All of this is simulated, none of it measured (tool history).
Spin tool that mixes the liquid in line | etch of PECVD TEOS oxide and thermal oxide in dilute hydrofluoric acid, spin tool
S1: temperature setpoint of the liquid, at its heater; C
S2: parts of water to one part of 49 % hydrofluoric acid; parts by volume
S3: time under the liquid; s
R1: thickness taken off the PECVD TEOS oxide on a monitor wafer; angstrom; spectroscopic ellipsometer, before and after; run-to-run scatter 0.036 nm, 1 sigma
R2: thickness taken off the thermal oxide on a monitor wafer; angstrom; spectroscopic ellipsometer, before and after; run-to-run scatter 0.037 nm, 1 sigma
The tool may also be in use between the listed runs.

{"run": 1, "hour": 0.0, "S1": 20.0, "S2": 260, "S3": 75, "R1": 39.422, "R2": 9.1343}
{"run": 2, "hour": 5.8, "S1": 20.0, "S2": 260, "S3": 95, "R1": 49.478, "R2": 11.124}
{"run": 3, "hour": 11.3, "S1": 20.0, "S2": 220, "S3": 95, "R1": 60.675, "R2": 13.92}
{"run": 4, "hour": 18.5, "S1": 20.0, "S2": 220, "S3": 65, "R1": 41.767, "R2": 9.0992}
{"run": 5, "hour": 21.6, "S1": 20.0, "S2": 220, "S3": 95, "R1": 61.306, "R2": 13.543}
{"run": 6, "hour": 23.4, "S1": 20.0, "S2": 220, "S3": 125, "R1": 80.774, "R2": 18.583}
{"run": 7, "hour": 29.9, "S1": 19.5, "S2": 235, "S3": 125, "R1": 72.335, "R2": 17.559}
{"run": 8, "hour": 38.6, "S1": 19.5, "S2": 245, "S3": 125, "R1": 69.439, "R2": 15.619}

Forecast run 9:
{"run": 9, "hour": 47.1, "S1": 19.0, "S2": 250, "S3": 125, "R1": "?", "R2": "?"}

R1: 65.732 angstrom
R2: 14.2550 angstrom

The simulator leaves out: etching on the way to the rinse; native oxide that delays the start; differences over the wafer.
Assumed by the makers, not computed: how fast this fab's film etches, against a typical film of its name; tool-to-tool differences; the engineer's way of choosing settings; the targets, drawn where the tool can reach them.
